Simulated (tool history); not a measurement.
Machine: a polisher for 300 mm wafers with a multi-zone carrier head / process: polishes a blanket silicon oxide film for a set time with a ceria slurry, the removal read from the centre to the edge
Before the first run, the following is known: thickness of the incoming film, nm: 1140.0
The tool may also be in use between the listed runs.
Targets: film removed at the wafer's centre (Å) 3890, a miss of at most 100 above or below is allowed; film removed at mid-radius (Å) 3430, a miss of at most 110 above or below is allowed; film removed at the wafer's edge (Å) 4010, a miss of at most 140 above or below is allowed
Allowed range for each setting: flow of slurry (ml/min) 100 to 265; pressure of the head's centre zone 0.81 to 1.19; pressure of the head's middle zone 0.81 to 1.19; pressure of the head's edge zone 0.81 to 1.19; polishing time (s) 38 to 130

run	day	flow of slurry (ml/min)	pressure of the head's centre zone	pressure of the head's middle zone	pressure of the head's edge zone	polishing time (s)	film removed at the wafer's centre (Å)	film removed at mid-radius (Å)	film removed at the wafer's edge (Å)
1	0	170	1	1	1	84	2666.6	2763.4	2710.6
2	0.067	175	1.02	0.97	1.05	90	2946.3	2943.1	2955.7
3	0.388	175	1.02	0.9	1.05	90	2950.3	2760.4	2988
4	0.579	180	1.02	0.88	1.08	95	3096	2886.6	3185.2
5	0.729	180	1.02	0.88	1.08	111	3642	3352.1	3764.6
6	0.842	180	0.95	0.88	1.08	111	3386.9	3307.3	3744.4
7	1.108	195	0.97	0.87	1.09	111	3476.1	3278.8	3821.6
8	1.292	200	0.99	0.87	1.1	111	3585.1	3317.1	3831.8
# day 1.317: worn pad replaced by a new one
9	1.317	205	1	0.87	1.11	111	3943.4	3720.6	4174.7
10	1.562	190	1.02	0.82	1.08	112	3992.8	3528.8	4219.2
11	1.833	185	1.03	0.82	1.08	111	4050.3	3397	4151
12	2.117	185	1.03	0.83	1.08	112	4114.6	3523.4	4135.9
13	2.346	180	1.02	0.83	1.08	113	4070.9	3555.2	4241.9
14	2.625	175	1.02	0.83	1.07	112	4015.8	3481	4114.1
15	2.758	170	1.02	0.83	1.07	112	3990.3	3481.6	4097

Which one of the following 4 next-run settings gets every result inside its allowed miss? There is exactly one.
A	2.892	185	1.05	0.84	1.07	112	?	?	?
B	2.892	185	0.98	0.81	1.12	112	?	?	?
C	2.892	180	1.03	0.85	1.12	107	?	?	?
D	2.892	205	0.99	0.91	1.17	111	?	?	?

move	film removed at the wafer's centre (Å)	film removed at mid-radius (Å)	film removed at the wafer's edge (Å)
A	4225.6	3526.8	4179.5
B	3941	3424.5	4278.7
C	3945.7	3391.6	4076.1
D	4000.2	3777.9	4368.1
A: misses by more than the last run did
B: puts the biggest miss on target and leaves a different result outside tolerance
C: every result lands within tolerance
D: misses by more than the last run did
So the answer is move C, the one that meets all the targets.

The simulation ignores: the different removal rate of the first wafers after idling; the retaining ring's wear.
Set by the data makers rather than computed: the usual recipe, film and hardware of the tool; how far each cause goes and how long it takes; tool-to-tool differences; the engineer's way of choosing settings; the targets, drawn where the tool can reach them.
